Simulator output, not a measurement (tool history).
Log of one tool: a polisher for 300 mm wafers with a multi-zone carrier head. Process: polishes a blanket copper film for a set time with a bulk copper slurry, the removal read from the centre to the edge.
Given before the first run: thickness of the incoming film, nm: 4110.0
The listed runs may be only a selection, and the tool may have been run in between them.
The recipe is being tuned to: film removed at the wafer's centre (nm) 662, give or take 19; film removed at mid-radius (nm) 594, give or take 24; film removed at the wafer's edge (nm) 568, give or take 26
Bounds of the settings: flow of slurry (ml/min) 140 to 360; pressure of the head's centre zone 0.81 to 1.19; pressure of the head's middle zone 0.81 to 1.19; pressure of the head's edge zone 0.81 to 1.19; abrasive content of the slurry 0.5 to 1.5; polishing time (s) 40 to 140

| run | hour | flow of slurry (ml/min) | pressure of the head's centre zone | pressure of the head's middle zone | pressure of the head's edge zone | abrasive content of the slurry | polishing time (s) | film removed at the wafer's centre (nm) | film removed at mid-radius (nm) | film removed at the wafer's edge (nm) |
|---|---|---|---|---|---|---|---|---|---|---|
| 1 | 0 | 230 | 1 | 1 | 1 | 1 | 90 | 1130.8 | 1100.7 | 1118.9 |
| 2 | 7.5 | 230 | 1 | 1.03 | 1 | 1 | 90 | 1141.5 | 1117.9 | 1145.4 |
| 3 | 14.9 | 270 | 1 | 1.03 | 1 | 1 | 90 | 1161.6 | 1162.9 | 1148.7 |
| 4 | 16.9 | 280 | 1 | 1 | 0.97 | 0.9 | 81 | 1022 | 1013.5 | 1002.4 |
| 5 | 17.6 | 285 | 1.01 | 0.98 | 0.94 | 0.8 | 74 | 920.72 | 870.81 | 873.69 |
| 6 | 21 | 285 | 1.01 | 0.98 | 0.94 | 0.6 | 74 | 873.45 | 849.03 | 824.97 |
| 7 | 21.9 | 275 | 1.05 | 0.91 | 0.84 | 0.5 | 49 | 575.47 | 507.36 | 503.07 |
| 8 | 25.3 | 285 | 1.06 | 0.93 | 0.86 | 0.5 | 49 | 576.31 | 517.77 | 504.58 |
| 9 | 32.1 | 285 | 1.07 | 0.94 | 0.88 | 0.55 | 49 | 607.08 | 531.13 | 515.91 |
| 10 | 40.7 | 290 | 1.07 | 0.95 | 0.9 | 0.55 | 49 | 601.03 | 534.04 | 533.47 |
| 11 | 48.5 | 295 | 1.08 | 0.97 | 0.9 | 0.6 | 49 | 624.84 | 550.72 | 540.35 |
| 12 | 52 | 295 | 1.08 | 0.97 | 0.9 | 0.6 | 49 | 626.65 | 547.75 | 547.83 |
| 13 | 57.1 | 300 | 1.08 | 0.98 | 0.89 | 0.6 | 49 | 615.81 | 561.16 | 546.75 |
| 14 | 61.9 | 300 | 1.09 | 0.99 | 0.89 | 0.6 | 49 | 623.39 | 559.9 | 525.42 |
| 15 | 69.7 | 305 | 1.09 | 1 | 0.9 | 0.6 | 49 | 622.41 | 579.26 | 539.6 |
| 16 | 73.8 | 310 | 1.1 | 1 | 0.91 | 0.6 | 49 | 633.13 | 576.48 | 551.81 |
| 17 | 74.7 | 315 | 1.11 | 1 | 0.91 | 0.6 | 49 | 650.71 | 568.08 | 538.87 |
| 18 | 79.4 | 320 | 1.11 | 1 | 0.92 | 0.6 | 49 | 644.87 | 567.58 | 555.25 |

Exercise: of the 4 proposed moves below, exactly one satisfies all targets within the stated allowed misses. Which move is it?
| A | 84.1 | 325 | 1.15 | 0.91 | 1 | 0.65 | 47 | ? | ? | ? |
| B | 84.1 | 305 | 1.07 | 0.97 | 0.85 | 0.55 | 53 | ? | ? | ? |
| C | 84.1 | 360 | 1.07 | 1.04 | 0.92 | 0.65 | 48 | ? | ? | ? |
| D | 84.1 | 265 | 1.04 | 1.04 | 0.95 | 0.55 | 52 | ? | ? | ? |

| move | film removed at the wafer's centre (nm) | film removed at mid-radius (nm) | film removed at the wafer's edge (nm) |
|---|---|---|---|
| A | 651.56 | 512.17 | 558.3 |
| B | 658.63 | 583.6 | 563.22 |
| C | 625.1 | 581.92 | 550.8 |
| D | 618.88 | 594.73 | 575.13 |
A: moves away from the targets compared with the last run
B: each result inside its tolerance
C: corrects the largest miss of the last run, while another result sits out of spec
D: corrects the largest miss of the last run, while another result sits out of spec
B is the move that brings every result within its allowed miss.
